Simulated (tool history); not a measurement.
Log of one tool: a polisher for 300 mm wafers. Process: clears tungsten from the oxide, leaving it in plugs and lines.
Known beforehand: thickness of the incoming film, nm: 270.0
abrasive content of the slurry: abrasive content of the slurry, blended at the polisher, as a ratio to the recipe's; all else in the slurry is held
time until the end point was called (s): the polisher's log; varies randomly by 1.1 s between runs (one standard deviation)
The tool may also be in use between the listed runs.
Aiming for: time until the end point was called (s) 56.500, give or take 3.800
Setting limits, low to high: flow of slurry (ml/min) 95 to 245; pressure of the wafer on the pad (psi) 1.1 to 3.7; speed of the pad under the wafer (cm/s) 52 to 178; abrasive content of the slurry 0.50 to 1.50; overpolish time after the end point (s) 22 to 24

run	hour	flow of slurry (ml/min)	pressure of the wafer on the pad (psi)	speed of the pad under the wafer (cm/s)	abrasive content of the slurry	overpolish time after the end point (s)	time until the end point was called (s)
1	0.0	155	2.4	114	1.00	22	91.281
2	6.9	180	2.4	114	1.00	22	88.385
3	12.7	180	2.2	114	1.00	22	95.553
4	15.2	180	2.4	116	1.00	22	87.506
5	23.5	160	2.4	116	1.00	22	88.685
6	27.9	160	2.4	116	1.00	22	89.292
7	30.4	160	2.5	118	1.00	22	86.148
8	35.8	160	2.7	120	1.00	22	81.503
9	38.1	160	2.8	124	1.00	22	76.509
10	44.0	160	3.4	132	1.00	22	61.147

Which single option among these 4 for the next run brings every result within its allowed miss of target? Just one does.
A	49.9	170	3.7	154	0.95	24	?
B	49.9	170	3.2	168	1.25	22	?
C	49.9	115	3.7	136	1.05	22	?
D	49.9	185	3.7	158	0.85	22	?

move	time until the end point was called (s)
A	48.558
B	46.539
C	57.048
D	48.289
A: pushes the last run's worst result past its target
B: pushes the last run's worst result past its target
C: every result lands within tolerance
D: pushes the last run's worst result past its target
Go with C: it meets all targets.

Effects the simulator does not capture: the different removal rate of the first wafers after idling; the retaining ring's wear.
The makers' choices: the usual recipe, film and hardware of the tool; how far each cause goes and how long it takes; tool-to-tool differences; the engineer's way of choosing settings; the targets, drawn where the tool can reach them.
